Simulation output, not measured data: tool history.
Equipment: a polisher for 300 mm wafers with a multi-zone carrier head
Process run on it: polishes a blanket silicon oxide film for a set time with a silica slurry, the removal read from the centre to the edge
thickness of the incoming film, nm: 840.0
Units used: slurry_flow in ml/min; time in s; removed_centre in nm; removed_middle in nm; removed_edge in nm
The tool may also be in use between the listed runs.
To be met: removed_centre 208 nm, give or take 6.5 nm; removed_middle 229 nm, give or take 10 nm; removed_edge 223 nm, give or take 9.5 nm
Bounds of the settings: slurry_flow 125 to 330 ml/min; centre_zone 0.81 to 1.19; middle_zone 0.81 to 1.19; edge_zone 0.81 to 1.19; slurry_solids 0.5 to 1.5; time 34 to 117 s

Run 1, day 0: slurry_flow 210 ml/min, centre_zone 1, middle_zone 1, edge_zone 1, slurry_solids 1, time 75 s. Result: removed_centre 148.31 nm, removed_middle 154.77 nm, removed_edge 148.02 nm.
Run 2, day 0.346: slurry_flow 215 ml/min, centre_zone 1, middle_zone 1.01, edge_zone 1.03, slurry_solids 1.15, time 77 s. Result: removed_centre 164.76 nm, removed_middle 167.55 nm, removed_edge 162.27 nm.
Run 3, day 0.533: slurry_flow 215 ml/min, centre_zone 1, middle_zone 1.01, edge_zone 1.03, slurry_solids 1.1, time 77 s. Result: removed_centre 157.07 nm, removed_middle 164.98 nm, removed_edge 165.83 nm.
Run 4, day 0.683: slurry_flow 225 ml/min, centre_zone 1.02, middle_zone 1.05, edge_zone 1.05, slurry_solids 1.2, time 78 s. Result: removed_centre 172.59 nm, removed_middle 180.09 nm, removed_edge 176.16 nm.
Run 5, day 0.788: slurry_flow 235 ml/min, centre_zone 1.03, middle_zone 1.08, edge_zone 1.07, slurry_solids 1.25, time 79 s. Result: removed_centre 179.34 nm, removed_middle 190.63 nm, removed_edge 183.89 nm.
Run 6, day 1.025: slurry_flow 235 ml/min, centre_zone 1.03, middle_zone 1.08, edge_zone 1.07, slurry_solids 1.05, time 79 s. Result: removed_centre 163.98 nm, removed_middle 174.88 nm, removed_edge 171.73 nm.
Run 7, day 1.396: slurry_flow 240 ml/min, centre_zone 1.04, middle_zone 1.1, edge_zone 1.09, slurry_solids 1.15, time 80 s. Result: removed_centre 177.16 nm, removed_middle 189.48 nm, removed_edge 179.8 nm.
Run 8, day 1.654: slurry_flow 245 ml/min, centre_zone 1.03, middle_zone 1.1, edge_zone 1.11, slurry_solids 1.25, time 81 s. Result: removed_centre 184.38 nm, removed_middle 203.06 nm, removed_edge 196.15 nm.
Run 9, day 2.008: slurry_flow 255 ml/min, centre_zone 1.04, middle_zone 1.11, edge_zone 1.13, slurry_solids 1.3, time 81 s. Result: removed_centre 190.69 nm, removed_middle 210.65 nm, removed_edge 196.27 nm.
Run 10, day 2.054: slurry_flow 240 ml/min, centre_zone 1.04, middle_zone 1.1, edge_zone 1.14, slurry_solids 1.35, time 82 s. Result: removed_centre 192.69 nm, removed_middle 212.86 nm, removed_edge 202.41 nm.
Run 11, day 2.225: slurry_flow 250 ml/min, centre_zone 1.04, middle_zone 1.09, edge_zone 1.15, slurry_solids 1.4, time 82 s. Result: removed_centre 196.16 nm, removed_middle 212.29 nm, removed_edge 205.18 nm.
Run 12, day 2.542: slurry_flow 250 ml/min, centre_zone 1.04, middle_zone 1.09, edge_zone 1.16, slurry_solids 1.45, time 83 s. Result: removed_centre 206.68 nm, removed_middle 219.15 nm, removed_edge 216.16 nm.
Run 13, day 2.662: slurry_flow 250 ml/min, centre_zone 1.04, middle_zone 1.1, edge_zone 1.16, slurry_solids 1.45, time 83 s. Result: removed_centre 202.18 nm, removed_middle 223.09 nm, removed_edge 214 nm.

Which one of the following 5 next-run settings gets every result inside its allowed miss? There is exactly one.
Run A, day 2.783: slurry_flow 265 ml/min, centre_zone 1.05, middle_zone 1.19, edge_zone 1.1, slurry_solids 1.5, time 80 s. Result: removed_centre ?, removed_middle ?, removed_edge ?.
Run B, day 2.783: slurry_flow 295 ml/min, centre_zone 1.09, middle_zone 1.17, edge_zone 1.01, slurry_solids 1.5, time 81 s. Result: removed_centre ?, removed_middle ?, removed_edge ?.
Run C, day 2.783: slurry_flow 280 ml/min, centre_zone 1.01, middle_zone 1.09, edge_zone 1.17, slurry_solids 1.4, time 87 s. Result: removed_centre ?, removed_middle ?, removed_edge ?.
Run D, day 2.783: slurry_flow 270 ml/min, centre_zone 1.05, middle_zone 1.06, edge_zone 1.03, slurry_solids 1.25, time 89 s. Result: removed_centre ?, removed_middle ?, removed_edge ?.
Run E, day 2.783: slurry_flow 290 ml/min, centre_zone 0.93, middle_zone 0.96, edge_zone 1.19, slurry_solids 1.45, time 88 s. Result: removed_centre ?, removed_middle ?, removed_edge ?.

move  removed_centre  removed_middle  removed_edge
   A          203.25          232.33        199.82
   B          214.72          234.22        195.53
   C          209.42          229.26        219.49
   D          209.97          217.48        200.18
   E          201.33          211.95        228.12
A: lands further from the targets than the last run did
B: lands further from the targets than the last run did
C: in spec on every target
D: lands further from the targets than the last run did
E: gets the furthest-off result to its target, but another result is out of tolerance
C is the move that brings every result within its allowed miss.

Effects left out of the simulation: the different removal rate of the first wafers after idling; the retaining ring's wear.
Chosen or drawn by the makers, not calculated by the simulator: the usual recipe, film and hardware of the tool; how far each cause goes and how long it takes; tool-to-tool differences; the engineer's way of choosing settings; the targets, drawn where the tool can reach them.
